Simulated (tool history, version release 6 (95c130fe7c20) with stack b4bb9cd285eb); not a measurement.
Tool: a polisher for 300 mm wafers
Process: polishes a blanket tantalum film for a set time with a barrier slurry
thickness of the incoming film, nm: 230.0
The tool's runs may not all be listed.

run,hour,flow of slurry (ml/min),pressure of the wafer on the pad (psi),speed of the pad under the wafer (cm/s),abrasive content of the slurry,polishing time (s),film removed (Å)
1,0,140,2.5,126,1,46,1222
2,8.7,140,2.5,126,1.1,46,1249.5
3,9.6,140,2.5,104,1.1,46,1055.5
4,18.2,140,2.5,104,1.1,46,1028.8
5,24.9,140,2.5,104,1.3,46,1064.2
6,30.1,140,2.5,104,1.3,48,1111.6

Forecast run 7:
7,34.7,140,2.4,104,1.3,48,?

film removed (Å): 1101.2

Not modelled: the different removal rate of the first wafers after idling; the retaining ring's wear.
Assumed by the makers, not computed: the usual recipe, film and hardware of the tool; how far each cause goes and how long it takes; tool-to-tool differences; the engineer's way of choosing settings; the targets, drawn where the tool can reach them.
